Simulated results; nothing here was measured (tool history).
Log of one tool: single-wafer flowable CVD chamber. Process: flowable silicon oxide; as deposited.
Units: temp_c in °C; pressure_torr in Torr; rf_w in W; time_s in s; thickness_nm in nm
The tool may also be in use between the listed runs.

Run 1, hour 0: temp_c 110 °C, pressure_torr 0.977 Torr, rf_w 2365 W, time_s 708 s. Result: thickness_nm 404.73 nm.
Run 2, hour 1.1: temp_c 112 °C, pressure_torr 0.977 Torr, rf_w 2365 W, time_s 708 s. Result: thickness_nm 383.26 nm.
Run 3, hour 5.1: temp_c 113 °C, pressure_torr 0.977 Torr, rf_w 2365 W, time_s 708 s. Result: thickness_nm 367.12 nm.
Run 4, hour 5.8: temp_c 113 °C, pressure_torr 0.977 Torr, rf_w 2365 W, time_s 708 s. Result: thickness_nm 365.24 nm.
Run 5, hour 10.8: temp_c 113 °C, pressure_torr 0.977 Torr, rf_w 2365 W, time_s 672 s. Result: thickness_nm 350.31 nm.
Run 6, hour 16.6: temp_c 113 °C, pressure_torr 1.038 Torr, rf_w 2365 W, time_s 672 s. Result: thickness_nm 370.1 nm.
Run 7, hour 24: temp_c 114 °C, pressure_torr 1.038 Torr, rf_w 2365 W, time_s 672 s. Result: thickness_nm 359.47 nm.
Run 8, hour 24.6: temp_c 115 °C, pressure_torr 1.038 Torr, rf_w 2365 W, time_s 672 s. Result: thickness_nm 346.6 nm.
Run 9, hour 32.4: temp_c 116 °C, pressure_torr 1.038 Torr, rf_w 2365 W, time_s 672 s. Result: thickness_nm 338.95 nm.
Run 10, hour 37.7: temp_c 117 °C, pressure_torr 1.038 Torr, rf_w 2365 W, time_s 672 s. Result: thickness_nm 328.38 nm.
Run 11, hour 42.5: temp_c 118 °C, pressure_torr 1.038 Torr, rf_w 2365 W, time_s 672 s. Result: thickness_nm 317.46 nm.
Run 12, hour 51.3: temp_c 119 °C, pressure_torr 1.038 Torr, rf_w 2365 W, time_s 672 s. Result: thickness_nm 307.34 nm.

Run 13 has not been measured yet. What should we expect?
Run 13, hour 55.2: temp_c 120 °C, pressure_torr 1.038 Torr, rf_w 2365 W, time_s 672 s. Result: thickness_nm ?.

Logged for run 13: thickness_nm 299.29 nm.
